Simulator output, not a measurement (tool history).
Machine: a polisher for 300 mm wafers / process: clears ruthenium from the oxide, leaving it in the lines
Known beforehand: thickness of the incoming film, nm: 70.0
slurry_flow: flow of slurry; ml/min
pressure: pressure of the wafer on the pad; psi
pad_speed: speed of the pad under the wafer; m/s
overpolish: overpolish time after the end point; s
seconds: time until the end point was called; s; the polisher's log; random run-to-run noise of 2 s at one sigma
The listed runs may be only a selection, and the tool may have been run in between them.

| run | hour | slurry_flow | pressure | pad_speed | overpolish | seconds |
|---|---|---|---|---|---|---|
| 1 | 0 | 215 | 1.6 | 1.1 | 32 | 82.673 |
| 2 | 3.6 | 215 | 1.5 | 1.1 | 32 | 88.932 |
| 3 | 5.5 | 215 | 1.4 | 1.1 | 32 | 94.953 |
| 4 | 12.9 | 215 | 1.3 | 1.1 | 32 | 100.49 |
| 5 | 18.4 | 215 | 1.3 | 1.1 | 34 | 102.86 |
| 6 | 20.7 | 270 | 1.3 | 1.1 | 34 | 100.98 |
| 7 | 24.1 | 270 | 1.3 | 1.1 | 34 | 99.096 |

Estimate the outcome of run 8 from the log above:
| 8 | 24.7 | 270 | 1.2 | 1.1 | 34 | ? |

Run 8 came out at seconds 105.84 s.
